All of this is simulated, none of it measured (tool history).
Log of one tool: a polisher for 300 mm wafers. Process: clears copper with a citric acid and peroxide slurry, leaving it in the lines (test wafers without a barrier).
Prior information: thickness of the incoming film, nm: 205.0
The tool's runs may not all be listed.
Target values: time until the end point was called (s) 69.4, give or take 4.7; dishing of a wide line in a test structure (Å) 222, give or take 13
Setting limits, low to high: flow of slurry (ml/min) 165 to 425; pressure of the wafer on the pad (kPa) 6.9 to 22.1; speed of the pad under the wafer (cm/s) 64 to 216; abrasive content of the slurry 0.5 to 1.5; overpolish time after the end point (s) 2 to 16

run,hour,flow of slurry (ml/min),pressure of the wafer on the pad (kPa),speed of the pad under the wafer (cm/s),abrasive content of the slurry,overpolish time after the end point (s),time until the end point was called (s),dishing of a wide line in a test structure (Å)
1,0,275,14.5,140,1,8,116.98,113.6
2,2.9,275,14.5,140,1,5,111.83,71.109
3,8.7,275,17.9,140,1,5,91.115,88.878
4,13.1,275,17.9,140,1.2,5,84.821,90.502
5,13.9,265,17.9,152,1.15,6,82.974,112.93
6,20.6,265,15.9,152,1.15,6,92.504,101.4
7,24.9,255,16.5,162,1.1,7,86.394,128.29
8,31.8,245,17.9,166,1.05,8,76.876,154.85

Next run, 4 choices. One meets every target within its allowed miss, the rest don't. Which?
A,38.7,280,19.3,178,1.1,6,?,?
B,38.7,340,19.3,166,1.3,11,?,?
C,38.7,235,16.5,182,1.3,14,?,?
D,38.7,285,18.6,144,1.1,16,?,?

move,time until the end point was called (s),dishing of a wide line in a test structure (Å)
A,68.682,139.48
B,69.535,232.43
C,77.529,256.21
D,85.283,266.03
A: the biggest miss grows against the last run
B: every result within its allowed miss
C: takes the biggest miss from the last run beyond its target
D: takes the biggest miss from the last run beyond its target
The right move is B.
